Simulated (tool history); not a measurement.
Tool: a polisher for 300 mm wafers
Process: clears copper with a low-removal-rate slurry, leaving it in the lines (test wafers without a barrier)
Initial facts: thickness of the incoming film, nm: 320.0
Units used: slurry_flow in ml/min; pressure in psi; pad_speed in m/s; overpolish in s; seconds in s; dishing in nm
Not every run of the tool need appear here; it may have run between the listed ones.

run  hour  slurry_flow  pressure  pad_speed  slurry_solids  overpolish  seconds  dishing
  1   0.0          220       2.5       1.06            1.0          21   129.80   34.593
  2   6.5          220       2.5       1.06            1.0          14   127.16   23.813
  3  14.6          220       2.3       1.06            1.0          15   141.53   23.571
  4  18.4          220       1.7       1.06            1.0          15   188.50   18.021
  5  21.3          220       1.7       1.06            1.2          15   176.51   19.402
  6  25.1          220       1.7       1.06            1.0          15   186.75   18.671

Run 7 comes next. What will it give?
  7  29.7          205       1.3       1.06            1.0          25        ?        ?

{"run 7": {"seconds": 246.76, "dishing": 22.338}}
